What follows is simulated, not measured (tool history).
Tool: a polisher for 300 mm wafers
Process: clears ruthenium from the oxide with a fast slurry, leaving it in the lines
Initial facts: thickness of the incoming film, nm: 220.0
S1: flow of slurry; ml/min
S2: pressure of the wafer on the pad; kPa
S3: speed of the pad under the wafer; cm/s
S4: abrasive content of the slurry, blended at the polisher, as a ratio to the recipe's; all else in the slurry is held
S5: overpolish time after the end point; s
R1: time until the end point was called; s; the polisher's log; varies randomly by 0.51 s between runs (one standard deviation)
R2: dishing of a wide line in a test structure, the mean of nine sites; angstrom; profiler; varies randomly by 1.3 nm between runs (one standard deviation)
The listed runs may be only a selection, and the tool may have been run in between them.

{"run": 1, "day": 0.0, "S1": 145, "S2": 23.4, "S3": 128, "S4": 1.0, "S5": 27, "R1": 34.901, "R2": 1384.0}
{"run": 2, "day": 0.262, "S1": 145, "S2": 23.4, "S3": 116, "S4": 1.0, "S5": 27, "R1": 37.193, "R2": 1304.6}
{"run": 3, "day": 0.604, "S1": 145, "S2": 23.4, "S3": 94, "S4": 1.0, "S5": 27, "R1": 43.202, "R2": 1189.2}
{"run": 4, "day": 0.775, "S1": 145, "S2": 23.4, "S3": 94, "S4": 1.0, "S5": 36, "R1": 43.9, "R2": 1432.2}
{"run": 5, "day": 1.054, "S1": 180, "S2": 23.4, "S3": 94, "S4": 1.0, "S5": 36, "R1": 41.473, "R2": 1494.7}
{"run": 6, "day": 1.329, "S1": 200, "S2": 23.4, "S3": 94, "S4": 1.0, "S5": 36, "R1": 40.268, "R2": 1529.8}
{"run": 7, "day": 1.654, "S1": 190, "S2": 26.2, "S3": 94, "S4": 1.0, "S5": 23, "R1": 36.764, "R2": 1205.2}
{"run": 8, "day": 1.988, "S1": 190, "S2": 26.2, "S3": 94, "S4": 1.0, "S5": 21, "R1": 36.608, "R2": 1069.0}
{"run": 9, "day": 2.346, "S1": 190, "S2": 26.2, "S3": 94, "S4": 1.0, "S5": 20, "R1": 37.581, "R2": 1048.1}
{"day": 2.529, "done": "slurry nozzle cleaned"}
{"run": 10, "day": 2.529, "S1": 195, "S2": 26.2, "S3": 94, "S4": 1.0, "S5": 19, "R1": 34.156, "R2": 1025.6}

What will run 11 give?
{"run": 11, "day": 2.842, "S1": 185, "S2": 24.1, "S3": 94, "S4": 1.0, "S5": 8, "R1": "?", "R2": "?"}

{"run 11": {"R1": 38.259, "R2": 462.32}}

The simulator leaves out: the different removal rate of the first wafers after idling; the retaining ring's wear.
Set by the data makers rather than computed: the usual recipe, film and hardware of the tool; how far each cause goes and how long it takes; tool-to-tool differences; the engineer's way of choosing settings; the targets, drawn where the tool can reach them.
